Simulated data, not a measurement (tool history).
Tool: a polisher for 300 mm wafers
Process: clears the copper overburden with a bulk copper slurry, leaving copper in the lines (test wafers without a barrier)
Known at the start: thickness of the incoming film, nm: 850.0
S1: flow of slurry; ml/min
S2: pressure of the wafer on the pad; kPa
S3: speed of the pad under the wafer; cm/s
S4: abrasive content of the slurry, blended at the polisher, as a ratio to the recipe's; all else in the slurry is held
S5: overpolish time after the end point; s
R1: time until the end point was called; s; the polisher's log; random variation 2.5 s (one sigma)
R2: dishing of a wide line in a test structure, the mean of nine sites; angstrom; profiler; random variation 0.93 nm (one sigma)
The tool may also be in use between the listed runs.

{"run": 1, "hour": 0.0, "S1": 310, "S2": 17.9, "S3": 100, "S4": 1, "S5": 25, "R1": 103.05, "R2": 1035}
{"run": 2, "hour": 5.8, "S1": 310, "S2": 17.9, "S3": 80, "S4": 1, "S5": 25, "R1": 126.76, "R2": 937.2}
{"run": 3, "hour": 12.9, "S1": 310, "S2": 15.2, "S3": 88, "S4": 1, "S5": 20, "R1": 132.04, "R2": 721.94}
{"run": 4, "hour": 20.0, "S1": 310, "S2": 13.8, "S3": 90, "S4": 1, "S5": 18, "R1": 139.66, "R2": 665.58}
{"run": 5, "hour": 21.5, "S1": 310, "S2": 17.2, "S3": 90, "S4": 1, "S5": 18, "R1": 118.06, "R2": 757.59}
{"run": 6, "hour": 29.6, "S1": 310, "S2": 17.2, "S3": 90, "S4": 1.2, "S5": 18, "R1": 113.66, "R2": 792.51}
{"run": 7, "hour": 34.1, "S1": 310, "S2": 15.2, "S3": 90, "S4": 1.2, "S5": 15, "R1": 125.79, "R2": 665.74}

Forecast run 8:
{"run": 8, "hour": 40.3, "S1": 310, "S2": 13.8, "S3": 90, "S4": 1.2, "S5": 13, "R1": "?", "R2": "?"}

R1: 138.55 s
R2: 553.14 angstrom

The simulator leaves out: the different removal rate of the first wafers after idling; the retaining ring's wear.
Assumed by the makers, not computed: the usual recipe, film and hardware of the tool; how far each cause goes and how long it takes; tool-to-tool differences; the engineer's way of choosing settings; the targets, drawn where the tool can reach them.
